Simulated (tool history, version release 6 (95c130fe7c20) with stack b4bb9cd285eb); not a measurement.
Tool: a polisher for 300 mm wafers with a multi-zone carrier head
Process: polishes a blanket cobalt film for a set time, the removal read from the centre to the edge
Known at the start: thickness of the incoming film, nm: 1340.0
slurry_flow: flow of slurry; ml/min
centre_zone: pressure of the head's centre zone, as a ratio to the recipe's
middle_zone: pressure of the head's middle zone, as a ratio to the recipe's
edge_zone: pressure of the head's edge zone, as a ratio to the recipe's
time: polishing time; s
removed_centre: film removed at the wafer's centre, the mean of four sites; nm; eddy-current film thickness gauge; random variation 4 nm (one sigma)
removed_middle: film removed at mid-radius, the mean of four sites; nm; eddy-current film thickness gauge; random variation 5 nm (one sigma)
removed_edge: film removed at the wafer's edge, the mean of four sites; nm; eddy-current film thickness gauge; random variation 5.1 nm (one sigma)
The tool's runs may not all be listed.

run,day,slurry_flow,centre_zone,middle_zone,edge_zone,time,removed_centre,removed_middle,removed_edge
1,0.000,255,1.00,1.00,1.00,78,400.57,408.83,395.82
2,0.038,250,0.98,0.99,0.99,76,373.81,385.21,394.48
3,0.262,250,0.98,1.00,0.98,74,372.23,383.63,375.24
4,0.471,220,0.98,1.00,0.98,74,364.44,379.54,376.02
5,0.796,220,0.97,1.00,0.97,73,349.34,376.12,359.87
6,0.996,220,0.97,1.00,0.97,80,388.41,411.15,399.48
7,1.062,220,0.96,0.99,0.95,78,374.12,395.89,379.48
8,1.304,220,0.94,0.98,0.94,77,358.89,388.73,367.03

Run 9 comes next. What will it give?
9,1.442,220,0.93,0.97,0.94,77,?,?,?

removed_centre: 355.80 nm
removed_middle: 383.90 nm
removed_edge: 383.47 nm
